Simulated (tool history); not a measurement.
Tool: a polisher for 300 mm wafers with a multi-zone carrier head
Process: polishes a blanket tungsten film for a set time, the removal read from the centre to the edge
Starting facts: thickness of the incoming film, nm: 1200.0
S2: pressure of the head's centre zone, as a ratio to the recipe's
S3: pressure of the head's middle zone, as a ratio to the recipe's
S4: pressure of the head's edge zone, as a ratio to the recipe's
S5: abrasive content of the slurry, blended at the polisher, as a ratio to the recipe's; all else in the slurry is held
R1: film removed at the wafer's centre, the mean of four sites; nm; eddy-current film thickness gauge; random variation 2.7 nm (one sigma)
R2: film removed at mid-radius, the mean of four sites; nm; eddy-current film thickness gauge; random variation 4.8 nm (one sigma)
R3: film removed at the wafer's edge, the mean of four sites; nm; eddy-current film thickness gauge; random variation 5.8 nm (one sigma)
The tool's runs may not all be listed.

run 1 day=0.000 | flow_of_slurry_(ml/min)=235 S2=1.00 S3=1.00 S4=1.00 S5=1.00 polishing_time_(s)=75 | R1=383.77 R2=405.78 R3=399.45
run 2 day=0.146 | flow_of_slurry_(ml/min)=250 S2=1.00 S3=1.05 S4=1.05 S5=1.05 polishing_time_(s)=75 | R1=393.51 R2=429.11 R3=408.01
run 3 day=0.367 | flow_of_slurry_(ml/min)=250 S2=0.98 S3=1.08 S4=1.08 S5=1.15 polishing_time_(s)=76 | R1=389.90 R2=449.21 R3=415.69
run 4 day=0.600 | flow_of_slurry_(ml/min)=250 S2=0.98 S3=1.13 S4=1.08 S5=1.15 polishing_time_(s)=76 | R1=391.20 R2=465.24 R3=427.52
run 5 day=0.671 | flow_of_slurry_(ml/min)=250 S2=1.03 S3=1.13 S4=1.08 S5=1.15 polishing_time_(s)=76 | R1=417.27 R2=456.19 R3=428.16
run 6 day=0.725 | flow_of_slurry_(ml/min)=250 S2=1.03 S3=1.19 S4=1.08 S5=1.15 polishing_time_(s)=76 | R1=415.07 R2=484.05 R3=421.76
run 7 day=0.833 | flow_of_slurry_(ml/min)=255 S2=1.01 S3=1.19 S4=1.10 S5=1.20 polishing_time_(s)=77 | R1=418.48 R2=508.25 R3=439.76

Predict the results of run 8:
run 8 day=0.992 | flow_of_slurry_(ml/min)=250 S2=1.00 S3=1.18 S4=1.12 S5=1.25 polishing_time_(s)=77 | R1=? R2=? R3=?

R1: 413.67 nm
R2: 492.37 nm
R3: 445.13 nm
